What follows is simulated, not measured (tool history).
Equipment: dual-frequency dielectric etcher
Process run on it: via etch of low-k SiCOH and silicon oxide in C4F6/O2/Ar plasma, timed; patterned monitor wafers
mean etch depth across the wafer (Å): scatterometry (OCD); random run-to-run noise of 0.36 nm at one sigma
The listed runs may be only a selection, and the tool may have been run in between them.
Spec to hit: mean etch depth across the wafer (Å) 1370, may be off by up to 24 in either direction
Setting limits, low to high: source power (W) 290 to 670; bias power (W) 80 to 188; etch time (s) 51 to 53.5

run    day  source power (W)  bias power (W)  etch time (s)  mean etch depth across the wafer (Å)
  1      0               480             134             51                                1221.6
  2  0.129               480             155             51                                1287.3
  3    0.3               480             155             51                                1288.5
  4  0.338               500             156             51                                1304.3
  5  0.571               500             139             51                                1248.9
  6  0.742               470             139             51                                1229.5
  7  0.821               510             142             51                                1270.1
  8  0.971               540             144             51                                1294.3
  9  1.046               560             146             51                                1319.7
 10  1.133               570             147             51                                1335.2

5 candidate next runs follow, results not yet known. Just one meets every target within its allowed miss. Identify it.
  A  1.221               630             128             51                                     ?
  B  1.221               410             174           52.5                                     ?
  C  1.221               630             146             51                                     ?
  D  1.221               530             141             52                                     ?
  E  1.221               630             127           51.5                                     ?

move  mean etch depth across the wafer (Å)
   A                                  1304
   B                                1318.2
   C                                1367.5
   D                                1303.4
   E                                1313.1
A: moves away from the targets compared with the last run
B: moves away from the targets compared with the last run
C: all results land within tolerance of their targets
D: moves away from the targets compared with the last run
E: moves away from the targets compared with the last run
C meets every target.
